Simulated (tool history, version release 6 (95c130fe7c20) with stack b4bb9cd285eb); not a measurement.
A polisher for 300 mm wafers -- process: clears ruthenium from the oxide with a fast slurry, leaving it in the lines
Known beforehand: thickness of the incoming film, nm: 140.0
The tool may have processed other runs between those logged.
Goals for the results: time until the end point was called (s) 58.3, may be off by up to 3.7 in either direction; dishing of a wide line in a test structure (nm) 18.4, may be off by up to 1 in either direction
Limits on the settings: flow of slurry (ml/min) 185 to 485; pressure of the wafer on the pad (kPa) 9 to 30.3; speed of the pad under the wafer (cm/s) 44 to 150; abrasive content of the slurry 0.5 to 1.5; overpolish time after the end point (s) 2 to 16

run	hour	flow of slurry (ml/min)	pressure of the wafer on the pad (kPa)	speed of the pad under the wafer (cm/s)	abrasive content of the slurry	overpolish time after the end point (s)	time until the end point was called (s)	dishing of a wide line in a test structure (nm)
1	0	310	19.3	96	1	8	41.513	15.83
2	5.1	310	19.3	96	0.85	8	44.896	14.924
3	10.9	310	17.9	96	0.85	9	48.379	15.304
4	12.9	310	20.7	96	0.85	9	42.087	16.919
5	20.7	310	18.6	96	0.85	9	46.978	16.018
6	21.2	310	17.9	96	0.85	10	48.255	16.669
7	25.2	310	17.2	96	0.85	11	50.513	16.623
8	30.7	310	16.5	96	0.85	12	51.112	17.869
9	37.4	310	15.9	96	0.85	12	54.429	17.355
10	40.2	310	15.2	96	0.85	13	57.424	17.001

Exactly one of the 4 candidate moves below puts every result within its allowed miss. Which one?
A	43	300	13.8	98	0.9	12	?	?
B	43	330	14.5	100	0.85	11	?	?
C	43	275	15.2	102	0.8	11	?	?
D	43	365	10.3	136	0.8	15	?	?

move	time until the end point was called (s)	dishing of a wide line in a test structure (nm)
A	60.854	15.974
B	58.048	15.6
C	57.172	15.743
D	60.615	18.095
A: lands further from the targets than the last run did
B: lands further from the targets than the last run did
C: lands further from the targets than the last run did
D: each result inside its tolerance
Go with D: it meets all targets.

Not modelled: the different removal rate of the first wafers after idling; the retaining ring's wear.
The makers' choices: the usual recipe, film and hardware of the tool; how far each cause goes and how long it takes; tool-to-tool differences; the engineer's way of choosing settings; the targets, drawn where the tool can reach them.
